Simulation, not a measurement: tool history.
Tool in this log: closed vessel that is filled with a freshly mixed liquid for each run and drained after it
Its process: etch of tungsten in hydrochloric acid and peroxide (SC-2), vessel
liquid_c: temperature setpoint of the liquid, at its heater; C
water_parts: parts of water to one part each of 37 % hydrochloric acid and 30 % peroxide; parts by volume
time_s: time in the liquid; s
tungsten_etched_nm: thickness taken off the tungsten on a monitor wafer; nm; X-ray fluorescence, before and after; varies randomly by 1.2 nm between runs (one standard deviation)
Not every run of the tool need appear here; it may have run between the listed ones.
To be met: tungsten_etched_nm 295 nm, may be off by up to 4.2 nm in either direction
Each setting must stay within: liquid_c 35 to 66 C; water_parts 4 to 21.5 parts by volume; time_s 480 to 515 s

run  hour  liquid_c  water_parts  time_s  tungsten_etched_nm
  1     0        50           12     480              92.187
  2   0.6        50          8.5     480              122.43
  3   2.2      54.5          8.5     480              165.48
  4   9.1      60.5          8.5     480              240.28
     12.6  -- thermometer replaced
  5  12.6      61.5          8.5     480              236.32
  6  20.8      58.5          8.5     480              197.35
  7  26.4        61          8.5     480              229.47
  8  29.1        66          8.5     480              313.12
  9  31.9      65.5          8.5     480              306.43

Pick the move, out of 5, that brings all results within their allowed miss; only one does.
  A  34.7        63            8     515                   ?
  B  34.7      63.5            7     480                   ?
  C  34.7      65.5          8.5     505                   ?
  D  34.7        58            5     510                   ?
  E  34.7      65.5          9.5     500                   ?

move  tungsten_etched_nm
   A              292.07
   B              311.92
   C              317.83
   D              302.22
   E              287.32
A: each result inside its tolerance
B: lands further from the targets than the last run did
C: lands further from the targets than the last run did
D: nearer than the last run, and not there yet
E: takes the result that was furthest off past its target
A meets every target.
